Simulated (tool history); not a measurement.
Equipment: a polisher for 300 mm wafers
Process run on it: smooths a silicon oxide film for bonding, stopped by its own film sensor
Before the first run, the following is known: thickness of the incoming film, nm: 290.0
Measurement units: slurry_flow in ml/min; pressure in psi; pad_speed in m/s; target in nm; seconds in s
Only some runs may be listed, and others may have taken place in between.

| run | hour | slurry_flow | pressure | pad_speed | slurry_solids | target | seconds |
|---|---|---|---|---|---|---|---|
| 1 | 0 | 320 | 2.4 | 1.12 | 1 | 210 | 79.844 |
| 2 | 5.7 | 320 | 2.2 | 1.1 | 1 | 210 | 86.678 |
| 3 | 8.8 | 320 | 2.2 | 0.82 | 1 | 210 | 105.23 |
| 4 | 14.7 | 320 | 2.2 | 0.82 | 1.1 | 210 | 101.34 |
| 5 | 18.4 | 285 | 2.2 | 0.82 | 1.1 | 210 | 103.45 |
| 6 | 24.7 | 285 | 2.1 | 0.82 | 1.1 | 210 | 105.78 |

Run 7 is up next; what results do you expect?
| 7 | 27 | 285 | 2 | 0.82 | 1.1 | 210 | ? |

{"run 7": {"seconds": 111.85}}

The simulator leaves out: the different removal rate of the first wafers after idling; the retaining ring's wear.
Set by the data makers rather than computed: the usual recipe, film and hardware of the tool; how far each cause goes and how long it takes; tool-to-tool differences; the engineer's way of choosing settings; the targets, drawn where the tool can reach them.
